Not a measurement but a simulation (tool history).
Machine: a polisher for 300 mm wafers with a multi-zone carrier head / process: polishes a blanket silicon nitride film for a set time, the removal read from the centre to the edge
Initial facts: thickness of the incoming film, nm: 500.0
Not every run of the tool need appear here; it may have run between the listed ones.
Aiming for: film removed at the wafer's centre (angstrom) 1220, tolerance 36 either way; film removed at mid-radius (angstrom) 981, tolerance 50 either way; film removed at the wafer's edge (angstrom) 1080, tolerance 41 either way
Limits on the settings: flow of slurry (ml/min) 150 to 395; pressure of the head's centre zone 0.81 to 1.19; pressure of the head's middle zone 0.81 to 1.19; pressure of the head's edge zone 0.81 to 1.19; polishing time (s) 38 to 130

run	day	flow of slurry (ml/min)	pressure of the head's centre zone	pressure of the head's middle zone	pressure of the head's edge zone	polishing time (s)	film removed at the wafer's centre (angstrom)	film removed at mid-radius (angstrom)	film removed at the wafer's edge (angstrom)
1	0	250	1	1	1	84	1244.8	1218.6	1242.2
2	0.283	245	1.02	0.96	0.96	82	1228.2	1159.1	1195.9
3	0.342	240	1.05	0.93	0.94	80	1244.3	1105.9	1119
4	0.367	230	1.05	0.9	0.94	80	1233.5	1077.3	1138.4
5	0.65	225	1.06	0.88	0.93	79	1212.2	1056.7	1124.7
6	0.796	225	1.06	0.88	0.93	59	926.7	787.66	832.42
7	1.029	230	1.08	0.9	0.97	63	1010	843.16	908.91
8	1.104	240	1.1	0.93	1	65	1046.9	897.34	945.46
9	1.354	250	1.12	0.93	1.03	67	1118.8	953.44	989.27
10	1.725	260	1.13	0.91	1.06	68	1146.2	935.41	1031.1
11	1.838	270	1.14	0.91	1.07	68	1167.7	924.86	1059.6
12	1.946	270	1.14	0.91	1.07	68	1162.3	965.8	1031.3
13	2.129	275	1.15	0.9	1.08	68	1166.5	954.56	1034.9

5 candidate next runs follow, results not yet known. Just one meets every target within its allowed miss. Identify it.
A	2.312	270	1.01	0.94	1.15	71	?	?	?
B	2.312	240	1.1	0.94	1.11	70	?	?	?
C	2.312	320	1.11	0.97	1.05	66	?	?	?
D	2.312	260	1.12	0.86	1.01	73	?	?	?
E	2.312	310	1.14	0.93	1.09	64	?	?	?

move	film removed at the wafer's centre (angstrom)	film removed at mid-radius (angstrom)	film removed at the wafer's edge (angstrom)
A	1071.1	996.78	1107.6
B	1132.1	967.93	1064.6
C	1117.3	961.67	1006.7
D	1215.5	966.14	1079.6
E	1108.8	905.45	988.51
A: lands further from the targets than the last run did
B: lands further from the targets than the last run did
C: lands further from the targets than the last run did
D: each result inside its tolerance
E: lands further from the targets than the last run did
D is the move that brings every result within its allowed miss.

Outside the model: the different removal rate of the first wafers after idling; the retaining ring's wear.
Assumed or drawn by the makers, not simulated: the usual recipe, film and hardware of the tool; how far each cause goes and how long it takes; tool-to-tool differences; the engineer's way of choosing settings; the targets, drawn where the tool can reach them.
